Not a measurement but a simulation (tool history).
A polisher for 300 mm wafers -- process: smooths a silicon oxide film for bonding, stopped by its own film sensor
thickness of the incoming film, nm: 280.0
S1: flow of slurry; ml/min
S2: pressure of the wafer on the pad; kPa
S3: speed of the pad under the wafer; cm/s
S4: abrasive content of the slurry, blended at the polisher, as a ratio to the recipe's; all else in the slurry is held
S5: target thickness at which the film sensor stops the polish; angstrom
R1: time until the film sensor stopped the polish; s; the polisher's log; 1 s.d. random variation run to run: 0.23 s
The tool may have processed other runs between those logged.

Run 1, hour 0.0: S1 285 ml/min, S2 15.9 kPa, S3 106 cm/s, S4 1.00, S5 2570 angstrom. Result: R1 28.809 s.
Run 2, hour 4.0: S1 285 ml/min, S2 16.5 kPa, S3 106 cm/s, S4 1.00, S5 2570 angstrom. Result: R1 27.207 s.
Run 3, hour 7.5: S1 285 ml/min, S2 17.2 kPa, S3 106 cm/s, S4 1.00, S5 2570 angstrom. Result: R1 26.207 s.
Run 4, hour 15.0: S1 285 ml/min, S2 17.2 kPa, S3 106 cm/s, S4 1.15, S5 2570 angstrom. Result: R1 24.524 s.
Run 5, hour 24.0: S1 285 ml/min, S2 17.2 kPa, S3 106 cm/s, S4 1.15, S5 2570 angstrom. Result: R1 24.653 s.
Run 6, hour 32.3: S1 350 ml/min, S2 17.2 kPa, S3 106 cm/s, S4 1.15, S5 2570 angstrom. Result: R1 24.140 s.
Run 7, hour 36.4: S1 350 ml/min, S2 18.6 kPa, S3 106 cm/s, S4 1.15, S5 2570 angstrom. Result: R1 22.450 s.
At hour 43.7: head pressure recalibrated.
Run 8, hour 43.7: S1 350 ml/min, S2 19.3 kPa, S3 106 cm/s, S4 1.15, S5 2570 angstrom. Result: R1 23.132 s.

Run 9 is up next; what results do you expect?
Run 9, hour 50.5: S1 350 ml/min, S2 20.0 kPa, S3 106 cm/s, S4 1.15, S5 2570 angstrom. Result: R1 ?.

{"run 9": {"R1": 22.254}}

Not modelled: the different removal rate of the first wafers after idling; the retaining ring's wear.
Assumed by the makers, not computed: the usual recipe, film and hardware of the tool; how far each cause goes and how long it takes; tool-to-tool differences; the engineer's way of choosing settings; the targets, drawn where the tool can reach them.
